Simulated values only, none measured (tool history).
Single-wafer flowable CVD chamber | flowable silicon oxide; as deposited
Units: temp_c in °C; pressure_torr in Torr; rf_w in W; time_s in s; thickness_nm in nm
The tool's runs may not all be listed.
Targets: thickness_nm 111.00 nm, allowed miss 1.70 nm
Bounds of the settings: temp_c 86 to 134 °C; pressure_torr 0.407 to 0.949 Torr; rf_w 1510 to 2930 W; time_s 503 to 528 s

run,hour,temp_c,pressure_torr,rf_w,time_s,thickness_nm
1,0.0,110,0.678,2220,528,187.44
2,2.5,110,0.678,2220,503,178.38
3,6.6,114,0.678,2220,503,160.27
4,8.2,123,0.678,2220,503,126.37
5,9.4,123,0.678,2070,503,124.33
6,13.2,124,0.678,2070,503,121.98
7,15.9,125,0.678,2070,503,118.90
8,18.0,126,0.678,2070,503,116.29
9,25.2,127,0.678,2070,503,114.16

Which of these 5 next moves meets every target?
A,32.4,118,0.545,2350,507,?
B,32.4,119,0.523,1935,503,?
C,32.4,124,0.606,2370,503,?
D,32.4,127,0.662,1730,503,?
E,32.4,130,0.705,2365,519,?

move,thickness_nm
A,118.59
B,106.88
C,111.83
D,107.28
E,115.91
A: further off than the last run
B: takes the result that was furthest off past its target
C: meets every target
D: takes the result that was furthest off past its target
E: further off than the last run
Move C is the one to make.
